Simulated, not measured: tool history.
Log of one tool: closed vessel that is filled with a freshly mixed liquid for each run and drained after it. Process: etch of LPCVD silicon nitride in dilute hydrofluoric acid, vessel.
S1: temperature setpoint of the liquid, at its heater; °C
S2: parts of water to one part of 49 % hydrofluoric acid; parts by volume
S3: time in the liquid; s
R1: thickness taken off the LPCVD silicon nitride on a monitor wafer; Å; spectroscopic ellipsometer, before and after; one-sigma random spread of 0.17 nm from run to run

| run | hour | S1 | S2 | S3 | R1 |
|---|---|---|---|---|---|
| 1 | 0.0 | 20.0 | 85 | 2580 | 123.23 |
| 2 | 8.7 | 18.0 | 85 | 2580 | 107.53 |
| 3 | 15.2 | 19.5 | 85 | 2580 | 118.29 |
| 4 | 17.2 | 20.5 | 85 | 2580 | 126.91 |
| 5 | 25.3 | 21.5 | 85 | 2580 | 134.26 |
| 6 | 27.2 | 20.0 | 85 | 2580 | 120.76 |
| 7 | 33.4 | 21.0 | 85 | 2580 | 130.01 |
| 8 | 38.0 | 21.5 | 85 | 2580 | 135.45 |
| 9 | 40.1 | 22.0 | 85 | 2580 | 138.91 |

Forecast run 10:
| 10 | 47.9 | 22.5 | 85 | 2580 | ? |

R1: 143.80 Å

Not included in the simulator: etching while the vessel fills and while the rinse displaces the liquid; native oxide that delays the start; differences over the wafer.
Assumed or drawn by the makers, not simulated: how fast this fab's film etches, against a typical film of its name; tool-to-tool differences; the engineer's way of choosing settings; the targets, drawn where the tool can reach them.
